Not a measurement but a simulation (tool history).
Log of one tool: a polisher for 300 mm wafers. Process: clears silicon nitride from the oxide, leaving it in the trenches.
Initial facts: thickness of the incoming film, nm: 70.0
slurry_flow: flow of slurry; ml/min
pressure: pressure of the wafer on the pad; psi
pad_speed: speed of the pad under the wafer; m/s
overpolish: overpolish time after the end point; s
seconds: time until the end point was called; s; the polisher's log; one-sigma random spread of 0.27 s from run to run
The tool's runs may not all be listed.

run  hour  slurry_flow  pressure  pad_speed  overpolish  seconds
  1     0          165       3.4       1.24          31    43.91
  2   7.6          170       3.5       1.24          31   43.098
  3   9.6          170       3.5       1.38          31   39.664
  4  13.5          170       3.6       1.38          31   38.698
  5  15.8          170       3.7       1.38          31   37.609
  6  20.4          170       2.9       1.38          31   45.834
  7    25          175       3.1       1.38          31   43.883

Predict the results of run 8:
  8  26.4          175       3.3       1.38          31        ?

{"run 8": {"seconds": 41.016}}
